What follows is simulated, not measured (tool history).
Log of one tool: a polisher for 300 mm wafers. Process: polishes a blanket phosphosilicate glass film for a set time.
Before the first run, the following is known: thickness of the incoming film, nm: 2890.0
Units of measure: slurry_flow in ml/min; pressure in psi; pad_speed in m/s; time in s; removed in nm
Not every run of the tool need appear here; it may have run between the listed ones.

run,day,slurry_flow,pressure,pad_speed,slurry_solids,time,removed
1,0.000,300,2.6,1.04,1.00,66,432.71
2,0.092,300,2.6,1.04,1.00,66,435.72
3,0.212,300,2.5,0.98,1.00,66,395.45
4,0.396,265,2.5,0.98,1.00,66,394.26
5,0.600,265,2.4,0.92,1.00,66,373.60
6,0.738,265,2.3,0.88,0.95,66,328.63
7,0.825,265,2.2,0.84,0.95,66,307.29
8,0.921,265,2.1,0.80,0.95,66,273.24
9,1.229,265,2.0,0.78,0.95,66,263.05
10,1.288,265,1.9,0.76,0.95,66,249.50
11,1.617,265,1.8,0.74,0.95,66,228.97
12,1.671,265,1.7,0.72,0.95,66,213.74

Predict the results of run 13:
13,1.817,265,1.6,0.70,0.95,66,?

{"run 13": {"removed": 196.66}}
